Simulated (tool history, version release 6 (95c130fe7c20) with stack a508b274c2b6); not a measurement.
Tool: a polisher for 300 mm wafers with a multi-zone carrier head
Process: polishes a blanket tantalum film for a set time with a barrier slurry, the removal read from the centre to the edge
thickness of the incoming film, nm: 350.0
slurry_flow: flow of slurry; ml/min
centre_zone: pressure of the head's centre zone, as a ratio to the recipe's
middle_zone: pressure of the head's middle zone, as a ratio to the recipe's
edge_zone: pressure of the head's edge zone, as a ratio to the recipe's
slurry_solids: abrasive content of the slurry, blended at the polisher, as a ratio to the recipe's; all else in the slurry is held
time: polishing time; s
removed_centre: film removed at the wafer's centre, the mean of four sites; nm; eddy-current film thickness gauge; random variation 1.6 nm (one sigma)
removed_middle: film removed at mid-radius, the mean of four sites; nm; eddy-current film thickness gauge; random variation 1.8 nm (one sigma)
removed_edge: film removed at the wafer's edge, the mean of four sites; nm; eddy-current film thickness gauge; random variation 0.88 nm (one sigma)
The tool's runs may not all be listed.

run,day,slurry_flow,centre_zone,middle_zone,edge_zone,slurry_solids,time,removed_centre,removed_middle,removed_edge
1,0,225,1,1,1,1,64,103.95,104.46,100.85
2,0.362,270,1,1,1,1,64,105.68,105.65,103.27
3,0.4,295,1,1,1,1,64,109.8,106.98,103.46
4,0.429,295,1,1.02,1.03,1.1,64,111.17,113.76,108.63
5,0.638,300,1.02,1.02,1.06,1.2,64,116.61,112.16,111.45
6,0.667,300,1.02,1.09,1.06,1.2,64,115.97,121.37,111.04
7,0.717,305,1.02,1.09,1.08,1.3,65,123.5,126.17,114.39
8,0.788,310,1.01,1.08,1.1,1.35,66,121.41,125.22,119.86
9,1.142,315,1.02,1.09,1.11,1.4,66,121.7,130.81,121.79
10,1.471,320,1.03,1.09,1.12,1.45,66,130.38,129.4,123.57
11,1.529,320,1.03,1.09,1.13,1.45,66,126.95,129.67,122.36
12,1.825,320,1.03,1.09,1.14,1.45,67,128.38,134.58,126.48

Run 13 comes next. What will it give?
13,1.958,320,1.03,1.09,1.15,1.45,67,?,?,?

removed_centre: 125.11 nm
removed_middle: 130.84 nm
removed_edge: 126.31 nm

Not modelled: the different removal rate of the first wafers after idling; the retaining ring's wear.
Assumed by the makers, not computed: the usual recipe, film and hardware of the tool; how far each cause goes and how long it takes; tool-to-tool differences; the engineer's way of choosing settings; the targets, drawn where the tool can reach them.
